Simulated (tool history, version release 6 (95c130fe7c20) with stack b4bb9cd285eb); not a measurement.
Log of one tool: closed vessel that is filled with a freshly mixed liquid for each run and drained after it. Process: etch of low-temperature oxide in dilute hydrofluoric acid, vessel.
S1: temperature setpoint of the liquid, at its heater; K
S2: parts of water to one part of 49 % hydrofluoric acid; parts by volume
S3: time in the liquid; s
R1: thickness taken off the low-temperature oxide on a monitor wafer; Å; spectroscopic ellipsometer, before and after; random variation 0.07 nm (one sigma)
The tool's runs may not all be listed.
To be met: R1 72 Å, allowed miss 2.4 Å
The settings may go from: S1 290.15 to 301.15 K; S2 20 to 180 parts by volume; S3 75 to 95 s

run  hour      S1   S2  S3      R1
  1     0  293.15  100  95  110.52
  2   8.7  292.65  105  95   103.1
  3  11.9  292.65  105  75  80.701
  4    19  292.65   80  75  107.58
  5  22.9  292.15   85  75  97.956
  6  28.3  291.65   90  75   91.09
  7  32.6  290.15  110  75  68.313
  8  34.1  290.15  110  75  68.632

Which of these 5 next moves meets every target?
  A  35.6  290.65  140  95   ?
  B  35.6  291.15  125  95   ?
  C  35.6  293.65  130  75   ?
  D  35.6  290.15  125  90   ?
  E  35.6  293.15  130  75   ?

move      R1
   A  68.592
   B  79.592
   C  66.667
   D  72.293
   E  65.316
A: as far off as the last run
B: takes the result that was furthest off past its target
C: further off than the last run
D: meets every target
E: further off than the last run
The right move is D.
